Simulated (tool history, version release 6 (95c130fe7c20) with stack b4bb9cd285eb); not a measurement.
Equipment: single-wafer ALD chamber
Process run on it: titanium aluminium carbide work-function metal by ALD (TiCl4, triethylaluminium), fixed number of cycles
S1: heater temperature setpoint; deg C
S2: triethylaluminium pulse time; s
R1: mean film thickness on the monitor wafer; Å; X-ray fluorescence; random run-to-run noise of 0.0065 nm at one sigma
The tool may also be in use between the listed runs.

run	hour	S1	S2	R1
1	0.0	290	10.71	19.844
2	6.8	290	13.68	20.237
3	9.4	286	13.30	19.860
4	10.9	283	12.98	19.364
5	16.1	283	15.17	19.572
6	20.9	283	12.89	19.415

Expected results for the next run?
7	26.6	281	12.74	?

{"run 7": {"R1": 19.237}}
